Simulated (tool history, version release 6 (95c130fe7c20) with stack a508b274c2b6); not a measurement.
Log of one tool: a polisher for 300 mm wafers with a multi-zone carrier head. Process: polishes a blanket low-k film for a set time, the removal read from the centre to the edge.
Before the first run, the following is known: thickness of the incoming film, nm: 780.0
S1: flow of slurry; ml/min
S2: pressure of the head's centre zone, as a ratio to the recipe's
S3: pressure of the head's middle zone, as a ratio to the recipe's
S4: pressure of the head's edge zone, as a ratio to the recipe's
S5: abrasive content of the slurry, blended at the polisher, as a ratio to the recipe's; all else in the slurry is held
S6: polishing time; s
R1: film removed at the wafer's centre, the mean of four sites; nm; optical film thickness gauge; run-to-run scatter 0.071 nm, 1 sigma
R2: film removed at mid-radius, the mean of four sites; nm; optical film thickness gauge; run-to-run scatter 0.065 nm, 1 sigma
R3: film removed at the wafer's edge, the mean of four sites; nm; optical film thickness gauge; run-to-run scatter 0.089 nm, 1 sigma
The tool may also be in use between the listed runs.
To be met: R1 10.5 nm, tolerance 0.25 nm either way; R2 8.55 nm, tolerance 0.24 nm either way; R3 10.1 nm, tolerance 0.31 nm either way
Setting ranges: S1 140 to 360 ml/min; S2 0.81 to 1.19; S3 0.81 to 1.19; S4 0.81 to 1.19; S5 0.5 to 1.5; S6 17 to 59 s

| run | hour | S1 | S2 | S3 | S4 | S5 | S6 | R1 | R2 | R3 |
|---|---|---|---|---|---|---|---|---|---|---|
| 1 | 0 | 230 | 1 | 1 | 1 | 1 | 38 | 8.5874 | 8.8307 | 8.8331 |
| 2 | 3.1 | 230 | 1 | 1 | 1 | 1 | 29 | 6.6245 | 6.8191 | 6.7712 |
| 3 | 5.9 | 240 | 1.04 | 0.97 | 1.05 | 1.15 | 30 | 7.646 | 7.4049 | 7.6536 |
| 4 | 8.3 | 240 | 1.04 | 0.91 | 1.05 | 1.15 | 30 | 7.7191 | 6.9701 | 7.6351 |
| 5 | 14.8 | 285 | 1.04 | 0.91 | 1.05 | 1.15 | 30 | 7.8831 | 7.1144 | 7.6962 |
| 6 | 17.5 | 285 | 0.96 | 0.91 | 1.05 | 1.15 | 30 | 7.1941 | 7.1848 | 7.7371 |
| 7 | 22.8 | 270 | 1.01 | 0.9 | 1.08 | 1.25 | 31 | 8.2018 | 7.7105 | 8.4931 |
| 8 | 30.6 | 260 | 1.04 | 0.89 | 1.11 | 1.35 | 31 | 8.6624 | 7.6963 | 8.772 |
| 9 | 31.2 | 325 | 1.12 | 0.89 | 1.19 | 1.5 | 33 | 10.665 | 8.8311 | 10.341 |

Pick the move, out of 4, that brings all results within their allowed miss; only one does.
| A | 31.8 | 340 | 1.11 | 0.82 | 1.19 | 1.5 | 34 | ? | ? | ? |
| B | 31.8 | 300 | 1.15 | 0.95 | 1.1 | 1.5 | 33 | ? | ? | ? |
| C | 31.8 | 270 | 1.14 | 0.88 | 1.17 | 1.5 | 33 | ? | ? | ? |
| D | 31.8 | 340 | 1.15 | 0.98 | 1.18 | 1.5 | 33 | ? | ? | ? |

| move | R1 | R2 | R3 |
|---|---|---|---|
| A | 10.742 | 8.5357 | 10.59 |
| B | 10.682 | 9.2521 | 9.7692 |
| C | 10.462 | 8.5906 | 10.014 |
| D | 10.817 | 9.6022 | 10.211 |
A: the furthest-off result lands on target, but another misses its tolerance
B: misses by more than the last run did
C: all results in spec
D: misses by more than the last run did
Go with C: it meets all targets.
